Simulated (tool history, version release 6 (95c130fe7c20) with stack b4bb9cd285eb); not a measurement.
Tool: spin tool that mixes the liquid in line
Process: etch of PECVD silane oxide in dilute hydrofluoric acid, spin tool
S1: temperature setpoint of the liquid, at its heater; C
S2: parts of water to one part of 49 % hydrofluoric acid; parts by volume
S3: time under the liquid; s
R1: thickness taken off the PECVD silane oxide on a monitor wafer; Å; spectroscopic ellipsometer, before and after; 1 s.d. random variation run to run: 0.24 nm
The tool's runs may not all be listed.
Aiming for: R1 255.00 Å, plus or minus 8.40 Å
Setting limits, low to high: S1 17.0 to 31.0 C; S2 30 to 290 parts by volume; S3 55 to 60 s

run 1 day=0.000 | S1=23.0 S2=160 S3=55 | R1=123.73
run 2 day=0.112 | S1=26.0 S2=160 S3=55 | R1=138.12
run 3 day=0.438 | S1=26.0 S2=125 S3=55 | R1=183.98
run 4 day=0.492 | S1=28.0 S2=125 S3=55 | R1=201.35
run 5 day=0.717 | S1=26.5 S2=125 S3=55 | R1=192.78
run 6 day=0.829 | S1=28.0 S2=125 S3=55 | R1=200.76
run 7 day=1.162 | S1=28.5 S2=120 S3=55 | R1=211.22
run 8 day=1.229 | S1=31.0 S2=100 S3=55 | R1=288.35
run 9 day=1.371 | S1=30.5 S2=100 S3=55 | R1=280.72
run 10 day=1.588 | S1=30.0 S2=100 S3=55 | R1=279.16
run 11 day=1.725 | S1=29.5 S2=100 S3=55 | R1=268.96
run 12 day=1.954 | S1=29.0 S2=100 S3=55 | R1=267.95

Exactly one of the 4 candidate moves below puts every result within its allowed miss. Which one?
run A day=2.183 | S1=31.0 S2=110 S3=60 | R1=?
run B day=2.183 | S1=29.5 S2=115 S3=60 | R1=?
run C day=2.183 | S1=31.0 S2=100 S3=55 | R1=?
run D day=2.183 | S1=29.5 S2=105 S3=60 | R1=?

move=A R1=284.74
move=B R1=255.87
move=C R1=291.26
move=D R1=284.12
A: moves away from the targets compared with the last run
B: every result lands within tolerance
C: moves away from the targets compared with the last run
D: moves away from the targets compared with the last run
So the answer is move B, the one that meets all the targets.

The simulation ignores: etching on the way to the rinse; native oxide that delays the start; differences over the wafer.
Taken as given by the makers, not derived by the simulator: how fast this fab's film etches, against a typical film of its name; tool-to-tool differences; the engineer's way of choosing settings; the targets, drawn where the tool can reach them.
